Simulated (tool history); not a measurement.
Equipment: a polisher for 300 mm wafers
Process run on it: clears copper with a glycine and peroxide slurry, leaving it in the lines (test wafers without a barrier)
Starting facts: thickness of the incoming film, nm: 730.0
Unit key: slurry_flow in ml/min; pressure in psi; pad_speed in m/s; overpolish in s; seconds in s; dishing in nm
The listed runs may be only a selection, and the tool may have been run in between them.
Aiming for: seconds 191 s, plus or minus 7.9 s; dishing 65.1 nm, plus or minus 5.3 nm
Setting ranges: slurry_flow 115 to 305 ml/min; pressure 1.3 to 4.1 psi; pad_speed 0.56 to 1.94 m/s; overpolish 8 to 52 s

Run 1, hour 0: slurry_flow 195 ml/min, pressure 2.7 psi, pad_speed 1.24 m/s, overpolish 26 s. Result: seconds 127.19 s, dishing 79.798 nm.
Run 2, hour 4.6: slurry_flow 195 ml/min, pressure 2.5 psi, pad_speed 1.24 m/s, overpolish 27 s. Result: seconds 136.87 s, dishing 80.2 nm.
Run 3, hour 11.6: slurry_flow 195 ml/min, pressure 2.4 psi, pad_speed 1.24 m/s, overpolish 27 s. Result: seconds 134.76 s, dishing 75.184 nm.
Run 4, hour 16.3: slurry_flow 195 ml/min, pressure 2.9 psi, pad_speed 1.24 m/s, overpolish 27 s. Result: seconds 120.12 s, dishing 87.931 nm.
Run 5, hour 18.5: slurry_flow 195 ml/min, pressure 3.4 psi, pad_speed 1.24 m/s, overpolish 27 s. Result: seconds 104.95 s, dishing 97.476 nm.
Run 6, hour 24: slurry_flow 210 ml/min, pressure 3.4 psi, pad_speed 1.24 m/s, overpolish 27 s. Result: seconds 103.92 s, dishing 95.944 nm.
Run 7, hour 32.5: slurry_flow 210 ml/min, pressure 3.1 psi, pad_speed 1.22 m/s, overpolish 27 s. Result: seconds 114.58 s, dishing 92.161 nm.
Run 8, hour 36.8: slurry_flow 210 ml/min, pressure 2.9 psi, pad_speed 1.2 m/s, overpolish 27 s. Result: seconds 120.22 s, dishing 86.874 nm.
Run 9, hour 42.6: slurry_flow 210 ml/min, pressure 2.9 psi, pad_speed 1.2 m/s, overpolish 27 s. Result: seconds 120.18 s, dishing 87.722 nm.
Run 10, hour 47.8: slurry_flow 200 ml/min, pressure 2.2 psi, pad_speed 1.14 m/s, overpolish 29 s. Result: seconds 157.35 s, dishing 72.765 nm.
Run 11, hour 50.6: slurry_flow 195 ml/min, pressure 2.1 psi, pad_speed 1.14 m/s, overpolish 29 s. Result: seconds 163.22 s, dishing 74.631 nm.
Run 12, hour 54.9: slurry_flow 190 ml/min, pressure 2 psi, pad_speed 1.14 m/s, overpolish 29 s. Result: seconds 172.44 s, dishing 70.837 nm.
Run 13, hour 60.2: slurry_flow 185 ml/min, pressure 2 psi, pad_speed 1.14 m/s, overpolish 29 s. Result: seconds 171.11 s, dishing 68.259 nm.
Run 14, hour 65.3: slurry_flow 180 ml/min, pressure 2 psi, pad_speed 1.14 m/s, overpolish 29 s. Result: seconds 170.47 s, dishing 68.833 nm.

Exactly one of the 5 candidate moves below puts every result within its allowed miss. Which one?
Run A, hour 70.4: slurry_flow 155 ml/min, pressure 1.8 psi, pad_speed 1 m/s, overpolish 33 s. Result: seconds ?, dishing ?.
Run B, hour 70.4: slurry_flow 140 ml/min, pressure 1.9 psi, pad_speed 1.1 m/s, overpolish 23 s. Result: seconds ?, dishing ?.
Run C, hour 70.4: slurry_flow 125 ml/min, pressure 1.8 psi, pad_speed 1.08 m/s, overpolish 26 s. Result: seconds ?, dishing ?.
Run D, hour 70.4: slurry_flow 205 ml/min, pressure 1.9 psi, pad_speed 0.88 m/s, overpolish 40 s. Result: seconds ?, dishing ?.
Run E, hour 70.4: slurry_flow 195 ml/min, pressure 1.6 psi, pad_speed 1.2 m/s, overpolish 30 s. Result: seconds ?, dishing ?.

move  seconds  dishing
   A   206.28   64.216
   B    188.5   52.186
   C   203.93   53.907
   D   209.02   73.759
   E   186.98   63.256
A: the result that was furthest off in the last run now lies on the other side of its target
B: brings the result that was furthest off to its target, and leaves another outside
C: the result that was furthest off in the last run now lies on the other side of its target
D: the result that was furthest off in the last run now lies on the other side of its target
E: every result lands within tolerance
E is the move that brings every result within its allowed miss.
